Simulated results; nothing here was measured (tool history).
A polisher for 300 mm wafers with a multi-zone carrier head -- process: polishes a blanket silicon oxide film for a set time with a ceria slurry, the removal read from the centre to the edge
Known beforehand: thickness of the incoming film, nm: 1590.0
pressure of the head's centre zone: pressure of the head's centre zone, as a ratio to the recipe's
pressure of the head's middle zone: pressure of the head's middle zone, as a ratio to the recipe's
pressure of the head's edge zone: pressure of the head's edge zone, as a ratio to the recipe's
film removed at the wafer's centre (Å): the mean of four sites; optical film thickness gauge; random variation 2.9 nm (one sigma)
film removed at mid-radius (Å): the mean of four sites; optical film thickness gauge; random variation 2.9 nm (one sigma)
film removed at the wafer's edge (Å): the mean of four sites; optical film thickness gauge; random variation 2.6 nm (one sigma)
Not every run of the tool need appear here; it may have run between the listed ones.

run,hour,flow of slurry (ml/min),pressure of the head's centre zone,pressure of the head's middle zone,pressure of the head's edge zone,polishing time (s),film removed at the wafer's centre (Å),film removed at mid-radius (Å),film removed at the wafer's edge (Å)
1,0.0,175,1.00,1.00,1.00,65,3423.2,3400.4,3398.2
2,0.6,175,1.00,0.96,1.00,65,3358.7,3265.2,3338.3
3,9.5,175,0.97,0.96,1.00,65,3234.2,3310.7,3359.5
4,10.5,175,0.98,0.95,0.98,63,3221.3,3123.2,3265.3
5,18.0,175,0.99,0.96,0.97,60,3084.6,3086.6,3143.1
6,20.4,175,0.99,0.96,0.93,60,3067.9,3137.1,3022.3
7,28.5,175,1.00,0.95,0.92,58,2982.5,2966.1,2919.4
8,31.4,175,1.01,0.94,0.91,56,2934.5,2771.8,2778.6
9,34.4,175,1.01,0.94,0.90,55,2940.5,2691.5,2733.5
10,43.1,160,1.01,0.94,0.82,41,2079.4,1948.8,1877.9
11,51.1,165,1.01,0.94,0.83,41,2109.5,1984.3,1972.8
12,60.0,170,1.02,0.94,0.83,41,2143.1,2018.2,1945.1

Run 13 is up next; what results do you expect?
13,68.2,175,1.02,0.94,0.84,41,?,?,?

Run 13 came out at film removed at the wafer's centre (Å) 2173.7, film removed at mid-radius (Å) 2084.9, film removed at the wafer's edge (Å) 1969.7.

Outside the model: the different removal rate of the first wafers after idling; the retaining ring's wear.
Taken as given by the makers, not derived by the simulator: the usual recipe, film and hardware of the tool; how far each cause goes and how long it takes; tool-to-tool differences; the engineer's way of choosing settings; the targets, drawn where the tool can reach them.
